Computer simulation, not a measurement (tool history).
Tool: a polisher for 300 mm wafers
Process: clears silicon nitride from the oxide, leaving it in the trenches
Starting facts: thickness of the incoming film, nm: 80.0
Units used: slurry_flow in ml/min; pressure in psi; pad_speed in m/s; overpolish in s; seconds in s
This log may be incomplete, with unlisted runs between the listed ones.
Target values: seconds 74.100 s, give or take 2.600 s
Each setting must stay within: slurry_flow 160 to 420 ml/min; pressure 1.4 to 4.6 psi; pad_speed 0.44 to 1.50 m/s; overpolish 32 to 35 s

{"run": 1, "hour": 0.0, "slurry_flow": 270, "pressure": 3.0, "pad_speed": 0.96, "overpolish": 32, "seconds": 94.079}
{"run": 2, "hour": 2.8, "slurry_flow": 270, "pressure": 3.1, "pad_speed": 0.96, "overpolish": 32, "seconds": 89.146}
{"run": 3, "hour": 10.0, "slurry_flow": 270, "pressure": 3.1, "pad_speed": 0.96, "overpolish": 32, "seconds": 91.871}
{"run": 4, "hour": 16.4, "slurry_flow": 270, "pressure": 2.7, "pad_speed": 0.96, "overpolish": 32, "seconds": 104.26}
{"run": 5, "hour": 19.7, "slurry_flow": 270, "pressure": 2.3, "pad_speed": 0.96, "overpolish": 32, "seconds": 123.9}
{"run": 6, "hour": 23.1, "slurry_flow": 230, "pressure": 2.3, "pad_speed": 0.96, "overpolish": 32, "seconds": 123.17}
{"run": 7, "hour": 27.0, "slurry_flow": 230, "pressure": 2.3, "pad_speed": 0.96, "overpolish": 32, "seconds": 122.46}
{"run": 8, "hour": 35.4, "slurry_flow": 235, "pressure": 3.1, "pad_speed": 0.98, "overpolish": 32, "seconds": 91.236}
{"run": 9, "hour": 39.8, "slurry_flow": 240, "pressure": 3.2, "pad_speed": 0.98, "overpolish": 32, "seconds": 87.634}
{"run": 10, "hour": 46.5, "slurry_flow": 245, "pressure": 3.2, "pad_speed": 0.98, "overpolish": 32, "seconds": 88.663}
{"run": 11, "hour": 48.2, "slurry_flow": 250, "pressure": 3.2, "pad_speed": 0.98, "overpolish": 32, "seconds": 88.596}
{"run": 12, "hour": 50.9, "slurry_flow": 255, "pressure": 3.2, "pad_speed": 0.98, "overpolish": 32, "seconds": 87.174}
{"run": 13, "hour": 59.4, "slurry_flow": 255, "pressure": 3.2, "pad_speed": 0.98, "overpolish": 32, "seconds": 86.735}

Which single option among these 5 for the next run brings every result within its allowed miss of target? Just one does.
{"run": "A", "hour": 67.9, "slurry_flow": 260, "pressure": 3.0, "pad_speed": 1.18, "overpolish": 32, "seconds": "?"}
{"run": "B", "hour": 67.9, "slurry_flow": 205, "pressure": 2.7, "pad_speed": 1.04, "overpolish": 32, "seconds": "?"}
{"run": "C", "hour": 67.9, "slurry_flow": 245, "pressure": 3.4, "pad_speed": 1.04, "overpolish": 34, "seconds": "?"}
{"run": "D", "hour": 67.9, "slurry_flow": 295, "pressure": 4.3, "pad_speed": 0.8, "overpolish": 32, "seconds": "?"}
{"run": "E", "hour": 67.9, "slurry_flow": 255, "pressure": 2.6, "pad_speed": 0.94, "overpolish": 32, "seconds": "?"}

move=A seconds=80.435
move=B seconds=100.970
move=C seconds=78.918
move=D seconds=74.363
move=E seconds=109.790
A: gains on the last run, yet a result remains outside its allowed miss
B: misses by more than the last run did
C: gains on the last run, yet a result remains outside its allowed miss
D: every result within its allowed miss
E: misses by more than the last run did
D meets every target.
